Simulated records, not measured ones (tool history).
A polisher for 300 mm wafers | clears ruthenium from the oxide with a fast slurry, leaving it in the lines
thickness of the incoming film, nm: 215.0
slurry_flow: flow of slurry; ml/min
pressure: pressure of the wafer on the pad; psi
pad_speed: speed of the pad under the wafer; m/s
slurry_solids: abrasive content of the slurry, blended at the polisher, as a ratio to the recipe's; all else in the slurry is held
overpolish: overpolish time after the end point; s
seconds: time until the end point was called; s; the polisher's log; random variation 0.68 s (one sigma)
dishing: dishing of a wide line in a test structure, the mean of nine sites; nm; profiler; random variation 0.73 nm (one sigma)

| run | hour | slurry_flow | pressure | pad_speed | slurry_solids | overpolish | seconds | dishing |
|---|---|---|---|---|---|---|---|---|
| 1 | 0.0 | 165 | 2.7 | 0.78 | 1.0 | 20 | 59.307 | 57.553 |
| 2 | 5.4 | 170 | 2.9 | 0.78 | 1.0 | 19 | 55.241 | 57.810 |
| 3 | 14.0 | 170 | 2.9 | 0.86 | 1.0 | 19 | 51.133 | 62.088 |
| 4 | 17.8 | 170 | 2.4 | 0.86 | 1.0 | 19 | 60.592 | 54.559 |
| 5 | 19.5 | 170 | 1.9 | 0.86 | 1.0 | 19 | 75.042 | 46.490 |
| 6 | 23.0 | 170 | 1.6 | 0.86 | 1.0 | 19 | 85.121 | 40.626 |
| 7 | 23.6 | 200 | 2.3 | 0.90 | 1.0 | 15 | 58.858 | 45.038 |

Run 8 comes next. What will it give?
| 8 | 27.5 | 195 | 2.5 | 0.90 | 1.0 | 16 | ? | ? |

seconds: 54.239 s
dishing: 51.107 nm
